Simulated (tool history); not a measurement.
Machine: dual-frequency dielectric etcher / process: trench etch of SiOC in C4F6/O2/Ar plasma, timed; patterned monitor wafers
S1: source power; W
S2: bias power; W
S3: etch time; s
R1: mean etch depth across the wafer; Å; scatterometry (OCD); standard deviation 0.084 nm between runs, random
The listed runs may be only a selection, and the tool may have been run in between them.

run 1 hour=0 | S1=270 S2=218 S3=25 | R1=426.53
run 2 hour=1.5 | S1=270 S2=218 S3=26 | R1=442.62
run 3 hour=4.7 | S1=270 S2=218 S3=26 | R1=441.06
run 4 hour=11.8 | S1=300 S2=218 S3=26 | R1=470.86
run 5 hour=15.5 | S1=280 S2=218 S3=26 | R1=453.26
run 6 hour=19.7 | S1=280 S2=218 S3=26 | R1=451.24
run 7 hour=21.3 | S1=260 S2=208 S3=26 | R1=424.15
run 8 hour=30.1 | S1=240 S2=204 S3=26 | R1=400.81

For run 9, what comes out?
run 9 hour=39 | S1=240 S2=204 S3=26 | R1=?

{"run 9": {"R1": 401.61}}
